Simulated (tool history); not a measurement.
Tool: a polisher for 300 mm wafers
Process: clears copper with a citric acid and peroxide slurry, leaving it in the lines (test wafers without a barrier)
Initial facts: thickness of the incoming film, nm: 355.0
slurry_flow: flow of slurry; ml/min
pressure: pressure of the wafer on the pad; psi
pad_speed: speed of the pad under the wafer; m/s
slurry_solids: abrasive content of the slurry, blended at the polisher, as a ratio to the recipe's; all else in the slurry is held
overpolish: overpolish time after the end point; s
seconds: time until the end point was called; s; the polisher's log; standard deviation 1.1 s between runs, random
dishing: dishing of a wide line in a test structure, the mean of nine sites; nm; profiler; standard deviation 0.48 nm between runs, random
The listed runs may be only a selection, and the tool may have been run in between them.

Run 1, hour 0: slurry_flow 315 ml/min, pressure 2.7 psi, pad_speed 1.26 m/s, slurry_solids 1, overpolish 13 s. Result: seconds 129.59 s, dishing 25.232 nm.
Run 2, hour 6.6: slurry_flow 315 ml/min, pressure 2.7 psi, pad_speed 1.26 m/s, slurry_solids 1, overpolish 7 s. Result: seconds 129.12 s, dishing 14.333 nm.
Run 3, hour 14.5: slurry_flow 315 ml/min, pressure 2.8 psi, pad_speed 1.26 m/s, slurry_solids 1, overpolish 7 s. Result: seconds 124.16 s, dishing 14.829 nm.
Run 4, hour 18: slurry_flow 315 ml/min, pressure 2.9 psi, pad_speed 1.26 m/s, slurry_solids 1, overpolish 7 s. Result: seconds 124.46 s, dishing 14.773 nm.
Run 5, hour 25.8: slurry_flow 315 ml/min, pressure 2.9 psi, pad_speed 1.26 m/s, slurry_solids 0.85, overpolish 7 s. Result: seconds 130.59 s, dishing 14 nm.
Run 6, hour 30: slurry_flow 315 ml/min, pressure 2.9 psi, pad_speed 1.26 m/s, slurry_solids 1, overpolish 7 s. Result: seconds 123.22 s, dishing 14.8 nm.
Run 7, hour 36.3: slurry_flow 315 ml/min, pressure 3 psi, pad_speed 1.26 m/s, slurry_solids 1, overpolish 8 s. Result: seconds 118.73 s, dishing 17.576 nm.
Run 8, hour 40.6: slurry_flow 315 ml/min, pressure 3.1 psi, pad_speed 1.26 m/s, slurry_solids 1, overpolish 8 s. Result: seconds 114.53 s, dishing 18.165 nm.
Run 9, hour 49: slurry_flow 315 ml/min, pressure 3.2 psi, pad_speed 1.26 m/s, slurry_solids 1, overpolish 8 s. Result: seconds 114.47 s, dishing 17.264 nm.
Run 10, hour 53.8: slurry_flow 315 ml/min, pressure 3.3 psi, pad_speed 1.26 m/s, slurry_solids 1, overpolish 8 s. Result: seconds 115.21 s, dishing 17.797 nm.
Run 11, hour 60.4: slurry_flow 315 ml/min, pressure 3.3 psi, pad_speed 1.26 m/s, slurry_solids 1, overpolish 8 s. Result: seconds 110.72 s, dishing 18.786 nm.
Run 12, hour 63.5: slurry_flow 315 ml/min, pressure 3.4 psi, pad_speed 1.26 m/s, slurry_solids 1, overpolish 8 s. Result: seconds 108.44 s, dishing 19.31 nm.
Run 13, hour 69.9: slurry_flow 315 ml/min, pressure 3.4 psi, pad_speed 1.26 m/s, slurry_solids 1, overpolish 8 s. Result: seconds 110.36 s, dishing 19.366 nm.
Run 14, hour 76.2: slurry_flow 315 ml/min, pressure 3.5 psi, pad_speed 1.26 m/s, slurry_solids 1, overpolish 8 s. Result: seconds 107.92 s, dishing 18.67 nm.
Run 15, hour 81.3: slurry_flow 315 ml/min, pressure 3.6 psi, pad_speed 1.26 m/s, slurry_solids 1, overpolish 8 s. Result: seconds 103.31 s, dishing 18.948 nm.

Forecast run 16:
Run 16, hour 85.4: slurry_flow 315 ml/min, pressure 3.8 psi, pad_speed 1.28 m/s, slurry_solids 1, overpolish 9 s. Result: seconds ?, dishing ?.

seconds: 100.08 s
dishing: 22.576 nm
